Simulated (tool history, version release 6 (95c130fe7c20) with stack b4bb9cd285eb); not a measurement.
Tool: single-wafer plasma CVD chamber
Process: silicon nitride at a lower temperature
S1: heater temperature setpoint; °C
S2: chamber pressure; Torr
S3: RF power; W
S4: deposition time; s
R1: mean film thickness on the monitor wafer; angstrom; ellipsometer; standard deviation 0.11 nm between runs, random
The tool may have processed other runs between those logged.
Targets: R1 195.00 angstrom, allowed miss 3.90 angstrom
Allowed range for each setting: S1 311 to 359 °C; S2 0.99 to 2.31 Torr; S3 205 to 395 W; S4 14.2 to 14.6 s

| run | day | S1 | S2 | S3 | S4 | R1 |
|---|---|---|---|---|---|---|
| 1 | 0.000 | 335 | 1.65 | 300 | 14.2 | 171.65 |
| 2 | 0.175 | 329 | 1.65 | 300 | 14.2 | 170.51 |
| 3 | 0.550 | 329 | 1.65 | 270 | 14.2 | 155.92 |
| 4 | 0.775 | 337 | 1.65 | 270 | 14.2 | 155.94 |
| 5 | 1.054 | 337 | 1.77 | 285 | 14.2 | 166.63 |
| 6 | 1.100 | 337 | 1.87 | 295 | 14.2 | 171.21 |
| 7 | 1.183 | 337 | 1.90 | 305 | 14.2 | 180.79 |
| 8 | 1.300 | 337 | 1.90 | 305 | 14.2 | 180.55 |
| 9 | 1.571 | 337 | 1.97 | 310 | 14.2 | 182.01 |
| 10 | 1.933 | 337 | 2.01 | 315 | 14.2 | 185.83 |
| 11 | 2.038 | 337 | 2.05 | 320 | 14.2 | 187.74 |

Below are 5 possible settings for the next run. Only one of them brings all results inside the allowed miss of their targets. Which is it?
| A | 2.142 | 332 | 1.97 | 345 | 14.4 | ? |
| B | 2.142 | 339 | 2.03 | 320 | 14.6 | ? |
| C | 2.142 | 335 | 1.98 | 340 | 14.6 | ? |
| D | 2.142 | 346 | 1.97 | 360 | 14.2 | ? |
| E | 2.142 | 336 | 2.27 | 340 | 14.2 | ? |

| move | R1 |
|---|---|
| A | 201.96 |
| B | 193.43 |
| C | 202.39 |
| D | 205.00 |
| E | 202.39 |
A: carries the result that was furthest off beyond its target, to the other side
B: hits every target within its allowed miss
C: carries the result that was furthest off beyond its target, to the other side
D: carries the result that was furthest off beyond its target, to the other side
E: carries the result that was furthest off beyond its target, to the other side
B meets every target.

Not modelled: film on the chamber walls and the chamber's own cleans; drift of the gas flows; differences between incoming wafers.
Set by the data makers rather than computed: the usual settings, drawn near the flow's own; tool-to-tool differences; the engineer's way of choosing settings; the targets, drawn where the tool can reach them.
